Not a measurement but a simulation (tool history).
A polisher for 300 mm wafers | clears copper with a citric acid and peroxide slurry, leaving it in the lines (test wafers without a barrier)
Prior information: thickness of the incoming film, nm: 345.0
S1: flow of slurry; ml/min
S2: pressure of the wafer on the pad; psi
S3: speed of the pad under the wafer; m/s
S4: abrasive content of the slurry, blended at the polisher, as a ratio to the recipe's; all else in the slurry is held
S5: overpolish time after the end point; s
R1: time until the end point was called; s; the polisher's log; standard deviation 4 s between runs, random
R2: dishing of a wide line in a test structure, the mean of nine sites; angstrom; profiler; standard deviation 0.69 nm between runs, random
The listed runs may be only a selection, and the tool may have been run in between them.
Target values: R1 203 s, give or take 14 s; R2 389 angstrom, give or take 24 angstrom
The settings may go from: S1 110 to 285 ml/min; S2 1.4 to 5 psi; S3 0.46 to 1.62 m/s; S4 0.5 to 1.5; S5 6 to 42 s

run,hour,S1,S2,S3,S4,S5,R1,R2
1,0,180,3.2,1.04,1,21,131.66,408.64
2,6.6,135,3.2,1.04,1,21,129.07,391.3
3,13.9,135,3.5,1.04,1,21,121.3,413.93
4,14.6,135,3,1.02,1,24,143.58,426.76
5,21.9,135,2.7,1.02,1,25,152.42,403.86
6,29.3,135,2.4,1,1,27,175.23,384.94
7,37.9,135,2.3,1,1,28,185.49,386.14
8,40.7,135,2.2,1,1,29,179.56,379.99

Pick the move, out of 5, that brings all results within their allowed miss; only one does.
A,43.5,255,2.5,0.76,0.8,28,?,?
B,43.5,110,1.8,1.1,1.05,27,?,?
C,43.5,110,2.9,0.74,0.8,32,?,?
D,43.5,180,2.4,0.78,1.2,26,?,?
E,43.5,155,2,0.82,0.9,31,?,?

move,R1,R2
A,208.44,328.17
B,209.95,311.51
C,202.19,379.84
D,204.86,311.91
E,242.93,311.16
A: the furthest-off result lands on target, but another misses its tolerance
B: the furthest-off result lands on target, but another misses its tolerance
C: all results in spec
D: the furthest-off result lands on target, but another misses its tolerance
E: the result that was furthest off in the last run now lies on the other side of its target
Correct choice: C, which meets every target
